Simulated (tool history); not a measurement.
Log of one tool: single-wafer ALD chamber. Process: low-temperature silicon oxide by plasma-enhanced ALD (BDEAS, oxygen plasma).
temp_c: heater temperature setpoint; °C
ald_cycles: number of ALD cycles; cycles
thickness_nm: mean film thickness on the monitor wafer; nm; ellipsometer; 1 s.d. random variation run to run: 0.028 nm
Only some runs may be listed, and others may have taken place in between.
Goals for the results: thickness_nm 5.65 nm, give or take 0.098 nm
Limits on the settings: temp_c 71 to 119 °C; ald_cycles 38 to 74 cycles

run  hour  temp_c  ald_cycles  thickness_nm
  1     0      95          56        7.7454
  2   4.9      84          56         8.046
  3  12.5      89          56        7.8944
  4  16.4      84          56        7.9587
  5  22.2      90          51        7.1742
  6  25.4      90          55        7.7368
  7  33.5      95          51        7.0234
  8  35.2     100          49        6.7125
  9  41.1     112          40        5.3004
 10  43.7     109          40        5.3624
 11  46.1     106          40        5.3841
 12  51.5      97          42        5.7041

Below are 5 possible settings for the next run. Only one of them brings all results inside the allowed miss of their targets. Which is it?
  A  56.9      96          43             ?
  B  56.9     106          42             ?
  C  56.9      92          42             ?
  D  56.9      83          41             ?
  E  56.9      91          42             ?

move  thickness_nm
   A        5.8951
   B        5.6216
   C        5.8338
   D        5.8612
   E        5.8527
A: moves away from the targets compared with the last run
B: each result inside its tolerance
C: moves away from the targets compared with the last run
D: moves away from the targets compared with the last run
E: moves away from the targets compared with the last run
B is the move that brings every result within its allowed miss.
